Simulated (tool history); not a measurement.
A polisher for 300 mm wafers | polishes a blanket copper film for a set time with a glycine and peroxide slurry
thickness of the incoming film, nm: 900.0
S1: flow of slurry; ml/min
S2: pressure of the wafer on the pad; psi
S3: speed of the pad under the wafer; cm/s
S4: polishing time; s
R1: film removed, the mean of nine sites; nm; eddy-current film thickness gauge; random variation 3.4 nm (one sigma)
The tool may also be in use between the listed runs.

Run 1, hour 0: S1 245 ml/min, S2 2.1 psi, S3 102 cm/s, S4 43 s. Result: R1 209.76 nm.
Run 2, hour 8.3: S1 245 ml/min, S2 1.6 psi, S3 102 cm/s, S4 43 s. Result: R1 167.53 nm.
Run 3, hour 12.3: S1 270 ml/min, S2 1.6 psi, S3 102 cm/s, S4 43 s. Result: R1 173.33 nm.
Run 4, hour 19.2: S1 270 ml/min, S2 1.6 psi, S3 112 cm/s, S4 43 s. Result: R1 182.22 nm.
Run 5, hour 19.8: S1 270 ml/min, S2 1.6 psi, S3 112 cm/s, S4 39 s. Result: R1 168.61 nm.
Run 6, hour 21.1: S1 270 ml/min, S2 1.9 psi, S3 114 cm/s, S4 39 s. Result: R1 189.92 nm.
Run 7, hour 28.6: S1 270 ml/min, S2 1.9 psi, S3 114 cm/s, S4 39 s. Result: R1 192.36 nm.
Run 8, hour 32.9: S1 270 ml/min, S2 2.1 psi, S3 116 cm/s, S4 39 s. Result: R1 209.13 nm.
Run 9, hour 39.9: S1 270 ml/min, S2 2.3 psi, S3 118 cm/s, S4 39 s. Result: R1 224.44 nm.
Run 10, hour 46.5: S1 270 ml/min, S2 2.4 psi, S3 120 cm/s, S4 39 s. Result: R1 236.76 nm.
Run 11, hour 55.4: S1 270 ml/min, S2 2.4 psi, S3 120 cm/s, S4 39 s. Result: R1 236.5 nm.

The next listed run, before its measurement:
Run 12, hour 61.4: S1 270 ml/min, S2 2.5 psi, S3 120 cm/s, S4 39 s. Result: R1 ?.

R1: 244.77 nm
